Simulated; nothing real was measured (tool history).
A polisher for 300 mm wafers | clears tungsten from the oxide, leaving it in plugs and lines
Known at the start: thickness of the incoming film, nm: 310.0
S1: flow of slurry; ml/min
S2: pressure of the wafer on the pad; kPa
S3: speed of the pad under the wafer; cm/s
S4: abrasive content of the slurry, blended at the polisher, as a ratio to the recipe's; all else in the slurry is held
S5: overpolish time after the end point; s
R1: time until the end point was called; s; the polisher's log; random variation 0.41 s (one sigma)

run,hour,S1,S2,S3,S4,S5,R1
1,0,315,29,134,1,25,48.126
2,1.6,315,30.3,138,1,25,46.413
3,2.8,315,31.7,144,1,25,42.868
4,4.6,265,31.7,144,1,25,41.879
5,6.2,265,24.1,144,1,25,54.281
6,8.5,265,24.1,144,0.85,25,56.946
7,11.1,265,26.2,148,0.85,25,52.513
8,13.5,265,28.3,152,0.85,25,47.674

Run 9 comes next. What will it give?
9,20.4,265,29.6,156,0.85,25,?

Run 9 gave R1 43.825 s.

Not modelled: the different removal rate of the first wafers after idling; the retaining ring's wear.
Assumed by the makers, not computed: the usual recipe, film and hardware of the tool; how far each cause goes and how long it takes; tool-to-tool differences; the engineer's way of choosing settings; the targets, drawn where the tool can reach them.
